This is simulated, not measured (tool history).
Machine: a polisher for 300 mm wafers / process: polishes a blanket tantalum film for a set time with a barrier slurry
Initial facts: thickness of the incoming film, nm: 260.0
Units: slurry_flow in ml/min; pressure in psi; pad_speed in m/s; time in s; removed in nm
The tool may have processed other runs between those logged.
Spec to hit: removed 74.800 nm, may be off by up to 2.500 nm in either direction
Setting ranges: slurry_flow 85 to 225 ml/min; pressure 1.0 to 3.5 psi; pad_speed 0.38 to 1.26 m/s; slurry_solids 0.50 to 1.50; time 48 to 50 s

run	hour	slurry_flow	pressure	pad_speed	slurry_solids	time	removed
1	0.0	145	2.2	0.82	1.00	48	84.553
2	6.0	140	2.1	0.82	1.00	48	82.182
3	9.3	140	1.5	0.82	1.00	48	60.091
4	15.1	140	1.5	0.64	1.00	48	46.848
5	20.3	115	1.5	0.64	1.00	48	45.258
6	21.0	115	1.5	0.64	1.00	48	44.929
7	24.4	130	1.7	0.64	1.00	48	51.769
8	27.7	140	1.8	0.64	1.00	48	56.958
9	33.4	155	1.8	0.64	1.00	48	56.045
10	39.4	160	1.9	0.64	1.00	48	60.791
11	44.5	170	2.0	0.64	1.00	48	64.411

Which one of the following 4 next-run settings gets every result inside its allowed miss? There is exactly one.
A	49.6	215	2.0	0.54	1.10	48	?
B	49.6	155	2.7	0.58	1.00	48	?
C	49.6	165	1.6	0.72	1.15	48	?
D	49.6	185	2.0	0.78	0.90	50	?

move	removed
A	57.333
B	75.818
C	59.657
D	79.420
A: misses by more than the last run did
B: every result lands within tolerance
C: misses by more than the last run did
D: the result that was furthest off in the last run now lies on the other side of its target
The right move is B.

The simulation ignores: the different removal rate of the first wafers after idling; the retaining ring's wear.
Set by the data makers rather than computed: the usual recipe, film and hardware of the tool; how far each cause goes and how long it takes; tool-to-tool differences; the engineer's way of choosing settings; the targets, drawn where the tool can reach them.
